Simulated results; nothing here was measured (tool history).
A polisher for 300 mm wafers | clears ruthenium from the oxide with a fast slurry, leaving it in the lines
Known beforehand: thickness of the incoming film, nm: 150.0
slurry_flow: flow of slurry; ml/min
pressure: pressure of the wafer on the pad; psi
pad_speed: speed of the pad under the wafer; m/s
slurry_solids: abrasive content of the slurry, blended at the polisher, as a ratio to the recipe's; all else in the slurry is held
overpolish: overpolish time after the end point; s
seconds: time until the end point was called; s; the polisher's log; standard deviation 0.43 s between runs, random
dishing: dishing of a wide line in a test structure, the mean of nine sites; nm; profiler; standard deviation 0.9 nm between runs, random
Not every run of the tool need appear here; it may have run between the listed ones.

Run 1, day 0: slurry_flow 220 ml/min, pressure 3.3 psi, pad_speed 0.82 m/s, slurry_solids 1, overpolish 16 s. Result: seconds 36.107 s, dishing 52.04 nm.
Run 2, day 0.358: slurry_flow 220 ml/min, pressure 3.3 psi, pad_speed 0.94 m/s, slurry_solids 1, overpolish 16 s. Result: seconds 33.671 s, dishing 58.391 nm.
Run 3, day 0.508: slurry_flow 220 ml/min, pressure 3.3 psi, pad_speed 1.08 m/s, slurry_solids 1, overpolish 16 s. Result: seconds 30.277 s, dishing 62.308 nm.
Run 4, day 0.725: slurry_flow 220 ml/min, pressure 3.3 psi, pad_speed 0.92 m/s, slurry_solids 1, overpolish 16 s. Result: seconds 32.202 s, dishing 55.26 nm.
Run 5, day 0.896: slurry_flow 220 ml/min, pressure 3.5 psi, pad_speed 0.92 m/s, slurry_solids 1, overpolish 16 s. Result: seconds 31.434 s, dishing 60.815 nm.
Run 6, day 1.004: slurry_flow 220 ml/min, pressure 3.5 psi, pad_speed 0.92 m/s, slurry_solids 0.9, overpolish 16 s. Result: seconds 32.381 s, dishing 57.49 nm.

What does the tool deliver on the next run?
At day 1.246: worn pad replaced by a new one.
Run 7, day 1.246: slurry_flow 220 ml/min, pressure 3.7 psi, pad_speed 0.92 m/s, slurry_solids 0.9, overpolish 16 s. Result: seconds ?, dishing ?.

{"run 7": {"seconds": 29.139, "dishing": 64.272}}
